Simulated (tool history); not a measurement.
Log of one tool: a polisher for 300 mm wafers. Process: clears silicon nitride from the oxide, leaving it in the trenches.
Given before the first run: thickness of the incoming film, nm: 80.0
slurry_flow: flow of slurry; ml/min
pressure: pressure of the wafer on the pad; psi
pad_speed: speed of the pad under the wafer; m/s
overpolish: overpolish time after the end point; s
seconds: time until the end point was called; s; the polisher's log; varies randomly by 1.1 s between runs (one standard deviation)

Run 1, day 0: slurry_flow 125 ml/min, pressure 2.8 psi, pad_speed 1.14 m/s, overpolish 6 s. Result: seconds 93.83 s.
Run 2, day 0.333: slurry_flow 125 ml/min, pressure 2.4 psi, pad_speed 1.14 m/s, overpolish 6 s. Result: seconds 97.732 s.
Run 3, day 0.579: slurry_flow 125 ml/min, pressure 2.4 psi, pad_speed 1.24 m/s, overpolish 6 s. Result: seconds 95.446 s.
Run 4, day 0.888: slurry_flow 125 ml/min, pressure 2.4 psi, pad_speed 1.24 m/s, overpolish 5 s. Result: seconds 90.401 s.
Run 5, day 1.05: slurry_flow 100 ml/min, pressure 2.4 psi, pad_speed 1.24 m/s, overpolish 5 s. Result: seconds 96.274 s.
Run 6, day 1.196: slurry_flow 100 ml/min, pressure 2.8 psi, pad_speed 1.28 m/s, overpolish 5 s. Result: seconds 85.287 s.
Run 7, day 1.258: slurry_flow 105 ml/min, pressure 3.6 psi, pad_speed 1.4 m/s, overpolish 5 s. Result: seconds 63.023 s.
Run 8, day 1.446: slurry_flow 105 ml/min, pressure 3.7 psi, pad_speed 1.4 m/s, overpolish 5 s. Result: seconds 62.879 s.

Predict the results of run 9:
Run 9, day 1.771: slurry_flow 105 ml/min, pressure 3.8 psi, pad_speed 1.4 m/s, overpolish 5 s. Result: seconds ?.

{"run 9": {"seconds": 63.459}}

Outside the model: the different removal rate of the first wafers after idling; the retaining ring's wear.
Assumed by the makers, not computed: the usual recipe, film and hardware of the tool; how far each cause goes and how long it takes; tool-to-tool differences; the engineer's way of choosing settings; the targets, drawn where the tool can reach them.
